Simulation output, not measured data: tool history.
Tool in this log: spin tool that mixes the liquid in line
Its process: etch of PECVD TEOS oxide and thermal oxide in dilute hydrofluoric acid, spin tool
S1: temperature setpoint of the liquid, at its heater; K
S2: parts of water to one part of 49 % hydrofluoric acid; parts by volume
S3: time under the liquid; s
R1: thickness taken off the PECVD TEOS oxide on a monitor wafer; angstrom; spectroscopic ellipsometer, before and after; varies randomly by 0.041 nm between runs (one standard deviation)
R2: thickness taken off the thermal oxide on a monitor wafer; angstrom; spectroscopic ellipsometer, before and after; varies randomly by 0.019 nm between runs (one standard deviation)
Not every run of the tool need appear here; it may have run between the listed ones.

run    day      S1  S2  S3      R1      R2
  1      0  299.15  50  30  113.61  33.279
  2  0.138  299.15  50  40  150.91  44.754
  3  0.246  301.15  50  40  163.93  47.359
  4  0.317  300.15  55  40  141.39  40.838
  5  0.667  298.65  55  40  133.24  39.053
  6  0.846  297.65  55  40   128.4   37.06
  7  0.975  296.65  55  40  123.66  36.063
  8  1.312  296.65  55  40  122.88  35.701
  9  1.604  295.65  55  40   117.6  34.345
 10  1.792  294.65  55  40  112.81  33.494

Run 11 comes next. What will it give?
 11  1.9  294.15  55  40   ?   ?

{"run 11": {"R1": 110.52, "R2": 32.634}}

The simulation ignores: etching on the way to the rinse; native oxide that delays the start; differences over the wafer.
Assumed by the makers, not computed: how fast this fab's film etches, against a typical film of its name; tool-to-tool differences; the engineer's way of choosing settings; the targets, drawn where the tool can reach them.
